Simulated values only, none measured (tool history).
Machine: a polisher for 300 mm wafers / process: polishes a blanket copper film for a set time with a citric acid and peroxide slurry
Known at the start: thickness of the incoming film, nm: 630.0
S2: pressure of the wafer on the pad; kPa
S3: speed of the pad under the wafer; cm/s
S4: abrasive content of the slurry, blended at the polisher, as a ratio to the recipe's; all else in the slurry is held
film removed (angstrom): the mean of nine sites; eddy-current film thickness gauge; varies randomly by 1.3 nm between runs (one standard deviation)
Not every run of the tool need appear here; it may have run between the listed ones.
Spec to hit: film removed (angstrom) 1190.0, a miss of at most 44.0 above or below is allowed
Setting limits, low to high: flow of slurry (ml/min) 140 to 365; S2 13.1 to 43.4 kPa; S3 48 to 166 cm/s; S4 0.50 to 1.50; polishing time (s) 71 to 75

{"run": 1, "day": 0.0, "flow of slurry (ml/min)": 235, "S2": 28.3, "S3": 106, "S4": 1.0, "polishing time (s)": 71, "film removed (angstrom)": 2042.0}
{"run": 2, "day": 0.133, "flow of slurry (ml/min)": 180, "S2": 28.3, "S3": 106, "S4": 1.0, "polishing time (s)": 71, "film removed (angstrom)": 1967.1}
{"run": 3, "day": 0.3, "flow of slurry (ml/min)": 180, "S2": 34.5, "S3": 106, "S4": 1.0, "polishing time (s)": 71, "film removed (angstrom)": 2261.2}
{"run": 4, "day": 0.608, "flow of slurry (ml/min)": 180, "S2": 34.5, "S3": 124, "S4": 1.0, "polishing time (s)": 71, "film removed (angstrom)": 2681.0}
{"run": 5, "day": 0.771, "flow of slurry (ml/min)": 175, "S2": 29.6, "S3": 116, "S4": 1.0, "polishing time (s)": 71, "film removed (angstrom)": 2229.3}
{"run": 6, "day": 0.833, "flow of slurry (ml/min)": 175, "S2": 29.6, "S3": 116, "S4": 1.1, "polishing time (s)": 71, "film removed (angstrom)": 2242.5}
{"run": 7, "day": 1.175, "flow of slurry (ml/min)": 170, "S2": 26.2, "S3": 110, "S4": 1.1, "polishing time (s)": 71, "film removed (angstrom)": 1962.9}
{"run": 8, "day": 1.529, "flow of slurry (ml/min)": 170, "S2": 23.4, "S3": 106, "S4": 1.1, "polishing time (s)": 71, "film removed (angstrom)": 1728.4}
{"run": 9, "day": 1.592, "flow of slurry (ml/min)": 170, "S2": 21.4, "S3": 104, "S4": 1.1, "polishing time (s)": 71, "film removed (angstrom)": 1595.6}
{"run": 10, "day": 1.738, "flow of slurry (ml/min)": 170, "S2": 19.3, "S3": 102, "S4": 1.1, "polishing time (s)": 71, "film removed (angstrom)": 1499.8}

Below are 4 possible settings for the next run. Only one of them brings all results inside the allowed miss of their targets. Which is it?
{"run": "A", "day": 1.883, "flow of slurry (ml/min)": 200, "S2": 16.5, "S3": 98, "S4": 1.2, "polishing time (s)": 71, "film removed (angstrom)": "?"}
{"run": "B", "day": 1.883, "flow of slurry (ml/min)": 175, "S2": 15.9, "S3": 130, "S4": 1.0, "polishing time (s)": 75, "film removed (angstrom)": "?"}
{"run": "C", "day": 1.883, "flow of slurry (ml/min)": 185, "S2": 15.2, "S3": 94, "S4": 1.1, "polishing time (s)": 71, "film removed (angstrom)": "?"}
{"run": "D", "day": 1.883, "flow of slurry (ml/min)": 175, "S2": 23.4, "S3": 126, "S4": 0.95, "polishing time (s)": 71, "film removed (angstrom)": "?"}

move=A film_removed_(angstrom)=1338.7
move=B film_removed_(angstrom)=1731.0
move=C film_removed_(angstrom)=1194.5
move=D film_removed_(angstrom)=2021.4
A: an improvement on the last run, though not all results are within tolerance
B: further off than the last run
C: in spec on every target
D: further off than the last run
Correct choice: C, which meets every target
